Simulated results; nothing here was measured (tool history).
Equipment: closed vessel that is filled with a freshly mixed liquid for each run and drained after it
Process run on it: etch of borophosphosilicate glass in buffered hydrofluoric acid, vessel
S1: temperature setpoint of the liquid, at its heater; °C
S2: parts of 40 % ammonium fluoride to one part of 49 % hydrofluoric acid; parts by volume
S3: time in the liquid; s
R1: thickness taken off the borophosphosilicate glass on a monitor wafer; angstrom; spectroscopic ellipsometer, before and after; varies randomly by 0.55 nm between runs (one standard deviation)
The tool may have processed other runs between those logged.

run 1 hour=0 | S1=23 S2=19.5 S3=30 | R1=260.03
run 2 hour=1.7 | S1=26.5 S2=19.5 S3=30 | R1=317.37
run 3 hour=5.7 | S1=26.5 S2=19.5 S3=30 | R1=313.88
run 4 hour=10.3 | S1=24 S2=19.5 S3=30 | R1=270.75
run 5 hour=12.2 | S1=24 S2=23.5 S3=30 | R1=240.07
run 6 hour=18.9 | S1=25 S2=22 S3=30 | R1=264.83

Estimate the outcome of run 7 from the log above:
run 7 hour=25.6 | S1=25.5 S2=20.5 S3=30 | R1=?

R1: 288.67 angstrom
